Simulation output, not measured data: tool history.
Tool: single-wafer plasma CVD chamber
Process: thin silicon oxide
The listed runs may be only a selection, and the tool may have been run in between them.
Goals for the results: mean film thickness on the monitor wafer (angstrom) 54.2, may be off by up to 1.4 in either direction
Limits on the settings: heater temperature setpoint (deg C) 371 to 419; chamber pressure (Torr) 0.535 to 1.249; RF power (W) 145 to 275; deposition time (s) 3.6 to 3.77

run  hour  heater temperature setpoint (deg C)  chamber pressure (Torr)  RF power (W)  deposition time (s)  mean film thickness on the monitor wafer (angstrom)
  1     0                                  395                    0.892           210                 3.77                                                63.87
  2   1.9                                  395                    0.838           210                 3.77                                               61.489
  3  10.8                                  395                    0.838           230                 3.77                                               63.614
  4  19.6                                  395                    0.838           230                 3.77                                               63.971
  5  26.4                                  395                    0.779           230                 3.77                                               60.495
  6  33.7                                  395                    0.883           230                 3.77                                               66.516
  7    39                                  395                    0.812           230                 3.77                                               62.524
  8  45.9                                  395                    0.761           230                 3.77                                               59.911
  9  48.1                                  395                    0.724           230                 3.77                                               58.587
 10  51.9                                  395                    0.693           230                 3.77                                               55.815
 11    58                                  395                    0.683           230                 3.77                                               55.762

5 next moves are on the table. One of them brings every result within its allowed miss. Which?
  A  64.1                                  392                    0.817           215                  3.6                                                    ?
  B  64.1                                  394                    0.706           245                 3.74                                                    ?
  C  64.1                                  396                    0.755           200                 3.77                                                    ?
  D  64.1                                  392                    0.829           210                  3.6                                                    ?
  E  64.1                                  394                    0.635           240                 3.77                                                    ?

move  mean film thickness on the monitor wafer (angstrom)
   A                                               58.822
   B                                               57.937
   C                                               56.758
   D                                               58.859
   E                                                53.81
A: lands further from the targets than the last run did
B: lands further from the targets than the last run did
C: lands further from the targets than the last run did
D: lands further from the targets than the last run did
E: meets every target
The move that meets every target is E.
